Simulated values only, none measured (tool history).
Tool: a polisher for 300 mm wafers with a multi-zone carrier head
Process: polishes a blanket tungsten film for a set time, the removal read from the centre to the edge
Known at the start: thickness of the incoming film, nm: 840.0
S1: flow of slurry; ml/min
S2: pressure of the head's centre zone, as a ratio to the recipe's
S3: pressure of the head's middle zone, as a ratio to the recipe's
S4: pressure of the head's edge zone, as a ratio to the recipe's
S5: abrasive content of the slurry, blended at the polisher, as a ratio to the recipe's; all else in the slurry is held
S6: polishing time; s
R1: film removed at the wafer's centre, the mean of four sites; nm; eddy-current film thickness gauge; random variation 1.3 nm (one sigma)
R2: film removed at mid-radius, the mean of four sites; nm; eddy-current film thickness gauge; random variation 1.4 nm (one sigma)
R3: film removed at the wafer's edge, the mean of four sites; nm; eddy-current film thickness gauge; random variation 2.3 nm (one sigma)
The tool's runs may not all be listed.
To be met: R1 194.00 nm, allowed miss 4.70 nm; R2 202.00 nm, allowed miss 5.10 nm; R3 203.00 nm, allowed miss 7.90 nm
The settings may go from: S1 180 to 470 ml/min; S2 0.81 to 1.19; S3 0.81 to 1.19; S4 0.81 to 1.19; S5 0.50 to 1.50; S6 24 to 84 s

run	hour	S1	S2	S3	S4	S5	S6	R1	R2	R3
1	0.0	300	1.00	1.00	1.00	1.00	54	312.58	301.00	323.36
2	3.9	300	0.98	0.99	0.96	0.90	51	280.69	273.26	278.91
3	11.9	285	0.94	0.96	0.95	0.80	50	252.26	255.31	264.00
4	20.7	285	0.92	0.93	0.92	0.75	49	235.87	238.27	253.45
5	27.2	285	0.91	0.93	0.90	0.70	48	225.30	229.30	236.54
6	32.6	285	0.91	0.93	0.90	0.50	48	203.07	200.49	214.38
7	33.5	280	0.90	0.93	0.89	0.50	48	198.49	203.99	212.81
8	36.9	275	0.90	0.93	0.88	0.50	48	199.47	201.77	210.37
9	44.4	270	0.90	0.93	0.87	0.50	48	201.19	202.81	211.35

5 next moves are on the table. One of them brings every result within its allowed miss. Which?
A	51.9	230	0.96	0.92	0.81	0.50	48	?	?	?
B	51.9	245	0.97	0.94	0.86	0.50	47	?	?	?
C	51.9	240	0.92	0.99	0.90	0.50	46	?	?	?
D	51.9	310	0.87	0.85	0.84	0.55	49	?	?	?
E	51.9	305	0.96	0.97	0.87	0.70	41	?	?	?

move	R1	R2	R3
A	208.00	197.24	203.53
B	207.33	197.57	205.16
C	191.99	200.82	204.24
D	205.20	202.01	222.91
E	204.97	201.66	204.24
A: further off than the last run
B: further off than the last run
C: meets every target
D: further off than the last run
E: further off than the last run
The right move is C.
